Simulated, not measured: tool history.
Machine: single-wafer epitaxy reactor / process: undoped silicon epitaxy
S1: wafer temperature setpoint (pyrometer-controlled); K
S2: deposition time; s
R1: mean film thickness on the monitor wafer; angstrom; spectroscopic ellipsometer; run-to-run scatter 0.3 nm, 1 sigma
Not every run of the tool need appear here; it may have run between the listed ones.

run	hour	S1	S2	R1
1	0	933.15	180	363.87
2	5.5	933.15	202	406.16
3	12	934.15	202	416.99
4	20.8	935.15	202	428.94
5	21.5	935.15	221	470.18
6	24.1	925.15	221	368.57
7	32.1	926.15	221	370.25
8	38.1	927.15	221	385.76

Estimate the outcome of run 9 from the log above:
9	40.5	928.15	221	?

R1: 392.55 angstrom
